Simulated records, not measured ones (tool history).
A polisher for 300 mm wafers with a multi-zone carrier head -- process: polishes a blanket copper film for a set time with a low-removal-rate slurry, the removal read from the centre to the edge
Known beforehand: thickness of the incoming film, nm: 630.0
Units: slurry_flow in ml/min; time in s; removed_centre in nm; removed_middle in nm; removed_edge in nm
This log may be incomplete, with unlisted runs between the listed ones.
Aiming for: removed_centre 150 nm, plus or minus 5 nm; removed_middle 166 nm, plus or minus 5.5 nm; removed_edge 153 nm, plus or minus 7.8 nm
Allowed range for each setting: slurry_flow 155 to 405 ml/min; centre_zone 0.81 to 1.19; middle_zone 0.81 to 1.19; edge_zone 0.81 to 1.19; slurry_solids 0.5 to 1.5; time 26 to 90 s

run,hour,slurry_flow,centre_zone,middle_zone,edge_zone,slurry_solids,time,removed_centre,removed_middle,removed_edge
1,0,260,1,1,1,1,58,98.236,108.48,106.6
2,1.8,265,1.02,1.03,1.02,1.1,60,105.15,118.37,115.74
3,5.4,275,1.05,1.06,1.03,1.2,61,111.93,123.23,117.99
4,11.8,275,1.05,1.06,1.03,1.2,67,123.05,136.69,133.33
5,17.5,340,1.05,1.06,1.03,1.2,67,125.7,134.75,131.32
6,23.9,340,1.05,1.06,1.03,1.3,67,128.93,139.89,132.12
7,32.6,335,1.06,1.07,1.04,1.35,68,130.49,145.27,137.75
8,41.4,335,1.08,1.08,1.04,1.4,69,135.8,148.99,137.49

Below are 5 possible settings for the next run. Only one of them brings all results inside the allowed miss of their targets. Which is it?
A,50.2,345,1.05,1.09,1.04,1.5,81,?,?,?
B,50.2,330,1.01,1.19,1.07,1.5,73,?,?,?
C,50.2,405,1.07,1.1,1.02,1.3,76,?,?,?
D,50.2,330,1.12,0.81,1.19,1.1,78,?,?,?
E,50.2,340,1.06,1.15,0.99,1.5,76,?,?,?

move,removed_centre,removed_middle,removed_edge
A,160.52,178.7,166.76
B,139.52,173.09,151.58
C,150.92,166.41,152.35
D,153.28,126.23,161.31
E,151.71,175.37,152.91
A: takes the result that was furthest off past its target
B: takes the result that was furthest off past its target
C: every result lands within tolerance
D: the biggest miss grows against the last run
E: takes the result that was furthest off past its target
Move C is the one to make.
